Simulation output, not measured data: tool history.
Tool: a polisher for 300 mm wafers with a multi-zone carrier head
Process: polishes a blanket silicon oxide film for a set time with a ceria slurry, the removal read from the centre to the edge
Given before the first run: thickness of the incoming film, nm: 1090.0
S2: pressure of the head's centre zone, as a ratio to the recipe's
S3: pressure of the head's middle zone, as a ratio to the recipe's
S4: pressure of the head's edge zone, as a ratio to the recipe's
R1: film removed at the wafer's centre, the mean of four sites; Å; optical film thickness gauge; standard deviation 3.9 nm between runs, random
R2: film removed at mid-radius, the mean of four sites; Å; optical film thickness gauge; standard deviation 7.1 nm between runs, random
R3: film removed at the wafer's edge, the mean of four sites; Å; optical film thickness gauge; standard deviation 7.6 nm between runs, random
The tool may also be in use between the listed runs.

run 1 hour=0.0 | flow_of_slurry_(ml/min)=285 S2=1.00 S3=1.00 S4=1.00 polishing_time_(s)=51 | R1=3672.3 R2=3506.7 R3=3461.2
run 2 hour=5.0 | flow_of_slurry_(ml/min)=290 S2=1.03 S3=1.03 S4=1.05 polishing_time_(s)=57 | R1=4240.5 R2=3925.6 R3=3962.4
run 3 hour=13.0 | flow_of_slurry_(ml/min)=340 S2=1.03 S3=1.03 S4=1.05 polishing_time_(s)=57 | R1=4289.5 R2=4195.2 R3=4001.1
run 4 hour=14.1 | flow_of_slurry_(ml/min)=310 S2=1.03 S3=1.03 S4=1.05 polishing_time_(s)=57 | R1=4323.9 R2=4062.2 R3=3976.9
run 5 hour=18.9 | flow_of_slurry_(ml/min)=310 S2=1.03 S3=1.03 S4=0.98 polishing_time_(s)=57 | R1=4227.2 R2=4101.5 R3=3896.2
-- hour=25.3 centre zone pressure recalibrated
run 6 hour=25.3 | flow_of_slurry_(ml/min)=315 S2=1.04 S3=1.04 S4=1.01 polishing_time_(s)=61 | R1=4393.6 R2=4411.2 R3=4209.5
run 7 hour=26.6 | flow_of_slurry_(ml/min)=330 S2=1.07 S3=1.05 S4=1.05 polishing_time_(s)=64 | R1=4759.8 R2=4693.4 R3=4538.7
run 8 hour=32.5 | flow_of_slurry_(ml/min)=345 S2=1.11 S3=1.05 S4=1.06 polishing_time_(s)=66 | R1=5088.7 R2=4773.3 R3=4776.6

Run 9 has not been measured yet. What should we expect?
run 9 hour=34.5 | flow_of_slurry_(ml/min)=360 S2=1.13 S3=1.07 S4=1.06 polishing_time_(s)=68 | R1=? R2=? R3=?

Run 9 gave R1 5284.3 Å, R2 4999.2 Å, R3 4857.9 Å.
